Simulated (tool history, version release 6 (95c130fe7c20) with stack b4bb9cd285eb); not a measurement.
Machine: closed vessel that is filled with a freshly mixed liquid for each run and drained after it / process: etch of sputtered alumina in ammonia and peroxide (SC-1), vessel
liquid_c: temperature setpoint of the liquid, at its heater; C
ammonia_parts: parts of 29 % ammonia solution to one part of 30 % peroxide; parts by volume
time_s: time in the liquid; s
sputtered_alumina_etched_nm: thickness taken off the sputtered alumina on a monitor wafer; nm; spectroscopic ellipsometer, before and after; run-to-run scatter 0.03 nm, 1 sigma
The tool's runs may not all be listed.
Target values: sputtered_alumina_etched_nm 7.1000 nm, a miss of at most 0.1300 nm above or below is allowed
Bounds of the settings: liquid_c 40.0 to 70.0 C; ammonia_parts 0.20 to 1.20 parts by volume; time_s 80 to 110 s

| run | hour | liquid_c | ammonia_parts | time_s | sputtered_alumina_etched_nm |
|---|---|---|---|---|---|
| 1 | 0.0 | 56.0 | 0.70 | 110 | 16.6060 |
| 2 | 8.2 | 56.0 | 0.55 | 110 | 16.2530 |
| 3 | 12.3 | 51.5 | 0.55 | 110 | 12.8530 |
| 4 | 17.8 | 51.5 | 0.55 | 110 | 12.8820 |
| 5 | 21.2 | 58.0 | 0.55 | 110 | 17.9430 |
| 6 | 22.7 | 58.0 | 0.40 | 110 | 17.4500 |
|  | 26.6 | thermometer replaced |
| 7 | 26.6 | 53.0 | 0.40 | 110 | 11.8760 |
| 8 | 31.6 | 50.5 | 0.40 | 110 | 10.3010 |
| 9 | 38.6 | 50.5 | 0.40 | 110 | 10.2590 |
| 10 | 43.7 | 49.0 | 0.40 | 110 | 9.5326 |
| 11 | 50.5 | 47.5 | 0.40 | 110 | 8.6545 |
| 12 | 53.1 | 46.5 | 0.40 | 110 | 8.3067 |

Which one of the following 5 next-run settings gets every result inside its allowed miss? There is exactly one.
| A | 55.7 | 48.5 | 0.50 | 85 | ? |
| B | 55.7 | 44.0 | 0.35 | 110 | ? |
| C | 55.7 | 44.0 | 0.20 | 110 | ? |
| D | 55.7 | 44.5 | 0.45 | 110 | ? |
| E | 55.7 | 44.0 | 0.55 | 110 | ? |

| move | sputtered_alumina_etched_nm |
|---|---|
| A | 7.2809 |
| B | 7.0633 |
| C | 6.6949 |
| D | 7.4449 |
| E | 7.3746 |
A: better than the last run, though not everything is in spec
B: all results land within tolerance of their targets
C: takes the result that was furthest off past its target
D: better than the last run, though not everything is in spec
E: better than the last run, though not everything is in spec
Answer: B
